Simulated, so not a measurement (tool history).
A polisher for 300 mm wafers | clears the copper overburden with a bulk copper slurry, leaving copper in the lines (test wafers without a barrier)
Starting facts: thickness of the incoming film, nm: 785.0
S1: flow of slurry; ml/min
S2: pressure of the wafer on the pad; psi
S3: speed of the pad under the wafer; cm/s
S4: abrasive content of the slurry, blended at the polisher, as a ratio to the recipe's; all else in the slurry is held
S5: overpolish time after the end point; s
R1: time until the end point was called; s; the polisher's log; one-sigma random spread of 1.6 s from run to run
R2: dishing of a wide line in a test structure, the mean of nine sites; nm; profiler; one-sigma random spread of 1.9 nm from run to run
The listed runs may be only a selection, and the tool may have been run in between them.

{"run": 1, "hour": 0.0, "S1": 225, "S2": 1.7, "S3": 94, "S4": 1.0, "S5": 28, "R1": 176.28, "R2": 69.404}
{"run": 2, "hour": 5.0, "S1": 225, "S2": 1.7, "S3": 94, "S4": 1.0, "S5": 19, "R1": 171.08, "R2": 53.434}
{"run": 3, "hour": 9.0, "S1": 195, "S2": 1.7, "S3": 94, "S4": 1.0, "S5": 19, "R1": 175.0, "R2": 53.506}
{"run": 4, "hour": 16.7, "S1": 195, "S2": 1.9, "S3": 94, "S4": 1.0, "S5": 21, "R1": 163.43, "R2": 60.258}
{"run": 5, "hour": 24.6, "S1": 195, "S2": 1.9, "S3": 94, "S4": 1.0, "S5": 10, "R1": 162.19, "R2": 35.108}
{"run": 6, "hour": 33.7, "S1": 195, "S2": 2.3, "S3": 94, "S4": 1.0, "S5": 10, "R1": 132.9, "R2": 40.232}

For run 7, what comes out?
{"run": 7, "hour": 41.0, "S1": 195, "S2": 2.3, "S3": 94, "S4": 1.0, "S5": 10, "R1": "?", "R2": "?"}

R1: 136.93 s
R2: 40.093 nm
